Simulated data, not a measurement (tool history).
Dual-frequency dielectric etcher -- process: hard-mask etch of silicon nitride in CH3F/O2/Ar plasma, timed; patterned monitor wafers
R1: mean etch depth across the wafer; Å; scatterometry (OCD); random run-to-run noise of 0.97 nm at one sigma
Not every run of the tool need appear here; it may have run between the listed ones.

{"run": 1, "hour": 0.0, "source power (W)": 500, "bias power (W)": 80, "etch time (s)": 277.5, "R1": 2257.0}
{"run": 2, "hour": 1.1, "source power (W)": 560, "bias power (W)": 80, "etch time (s)": 277.5, "R1": 2402.5}
{"run": 3, "hour": 5.3, "source power (W)": 560, "bias power (W)": 80, "etch time (s)": 277.5, "R1": 2390.3}
{"run": 4, "hour": 13.4, "source power (W)": 630, "bias power (W)": 80, "etch time (s)": 277.5, "R1": 2535.7}
{"run": 5, "hour": 16.8, "source power (W)": 600, "bias power (W)": 80, "etch time (s)": 277.5, "R1": 2462.5}
{"run": 6, "hour": 17.5, "source power (W)": 530, "bias power (W)": 80, "etch time (s)": 277.5, "R1": 2320.7}
{"run": 7, "hour": 19.6, "source power (W)": 510, "bias power (W)": 80, "etch time (s)": 277.5, "R1": 2262.0}

Run 8 is up next; what results do you expect?
{"run": 8, "hour": 28.1, "source power (W)": 500, "bias power (W)": 80, "etch time (s)": 277.5, "R1": "?"}

Logged for run 8: R1 2230.2 Å.
